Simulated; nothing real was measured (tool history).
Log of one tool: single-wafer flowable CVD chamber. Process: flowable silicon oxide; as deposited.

| run | hour | heater temperature setpoint (deg C) | chamber pressure (Torr) | RF power (W) | deposition time (s) | mean film thickness on the monitor wafer (nm) |
|---|---|---|---|---|---|---|
| 1 | 0 | 95 | 1.05 | 1800 | 669 | 643.16 |
| 2 | 2.5 | 95 | 1.12 | 1800 | 669 | 682.83 |
| 3 | 5.9 | 99 | 1.12 | 1800 | 669 | 599.89 |
| 4 | 8.8 | 99 | 1.03 | 1800 | 669 | 552.98 |
| 5 | 12.2 | 91 | 1.03 | 1800 | 669 | 726 |
| 6 | 15.1 | 91 | 0.85 | 1800 | 669 | 598.34 |
| 7 | 23.6 | 88 | 0.85 | 1800 | 669 | 656.08 |
| 8 | 26.1 | 85 | 0.85 | 1800 | 669 | 716.84 |

Forecast run 9:
| 9 | 29.4 | 73 | 0.85 | 1800 | 669 | ? |

mean film thickness on the monitor wafer (nm): 999.13
